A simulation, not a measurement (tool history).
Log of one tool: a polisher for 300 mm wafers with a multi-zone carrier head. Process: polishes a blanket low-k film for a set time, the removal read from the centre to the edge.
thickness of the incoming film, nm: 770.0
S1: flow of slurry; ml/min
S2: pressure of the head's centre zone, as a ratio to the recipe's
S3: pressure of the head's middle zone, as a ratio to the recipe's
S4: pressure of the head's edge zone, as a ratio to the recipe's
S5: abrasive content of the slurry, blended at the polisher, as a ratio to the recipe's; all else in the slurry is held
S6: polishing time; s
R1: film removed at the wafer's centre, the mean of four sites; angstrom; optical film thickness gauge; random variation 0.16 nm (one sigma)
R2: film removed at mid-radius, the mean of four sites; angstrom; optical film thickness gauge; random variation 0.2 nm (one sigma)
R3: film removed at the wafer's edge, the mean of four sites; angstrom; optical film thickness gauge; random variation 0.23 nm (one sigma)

run 1 hour=0.0 | S1=265 S2=1.00 S3=1.00 S4=1.00 S5=1.00 S6=59 | R1=264.60 R2=267.60 R3=277.74
run 2 hour=3.7 | S1=270 S2=1.00 S3=1.00 S4=0.98 S5=0.90 S6=58 | R1=246.60 R2=252.53 R3=259.20
run 3 hour=5.5 | S1=270 S2=1.00 S3=1.00 S4=0.98 S5=0.90 S6=72 | R1=308.68 R2=321.21 R3=323.38
run 4 hour=6.9 | S1=270 S2=1.01 S3=1.00 S4=0.96 S5=0.85 S6=69 | R1=285.18 R2=293.46 R3=291.20
-- hour=13.3 slurry nozzle cleaned
run 5 hour=13.3 | S1=265 S2=1.01 S3=0.99 S4=0.94 S5=0.80 S6=67 | R1=279.07 R2=280.45 R3=275.52
run 6 hour=21.2 | S1=265 S2=1.01 S3=0.99 S4=0.94 S5=0.80 S6=73 | R1=300.27 R2=310.73 R3=295.75
run 7 hour=29.6 | S1=260 S2=1.00 S3=0.97 S4=0.92 S5=0.75 S6=70 | R1=276.47 R2=275.53 R3=281.37
run 8 hour=30.6 | S1=265 S2=1.00 S3=0.98 S4=0.91 S5=0.70 S6=67 | R1=256.24 R2=254.05 R3=260.73
run 9 hour=31.2 | S1=260 S2=1.01 S3=1.00 S4=0.89 S5=0.65 S6=65 | R1=238.69 R2=240.36 R3=229.24
run 10 hour=33.6 | S1=255 S2=1.01 S3=1.00 S4=0.88 S5=0.65 S6=64 | R1=235.28 R2=235.51 R3=224.46
run 11 hour=39.0 | S1=250 S2=1.01 S3=1.00 S4=0.87 S5=0.65 S6=63 | R1=227.13 R2=234.53 R3=227.81
run 12 hour=42.4 | S1=260 S2=1.01 S3=1.00 S4=0.87 S5=0.65 S6=62 | R1=228.25 R2=230.45 R3=220.34
run 13 hour=50.3 | S1=260 S2=1.01 S3=1.00 S4=0.86 S5=0.65 S6=61 | R1=226.35 R2=226.60 R3=215.87
run 14 hour=56.1 | S1=255 S2=1.01 S3=1.00 S4=0.85 S5=0.65 S6=60 | R1=218.97 R2=219.19 R3=203.71

Forecast run 15:
run 15 hour=57.2 | S1=250 S2=1.01 S3=1.00 S4=0.84 S5=0.65 S6=60 | R1=? R2=? R3=?

R1: 219.70 angstrom
R2: 224.24 angstrom
R3: 211.73 angstrom
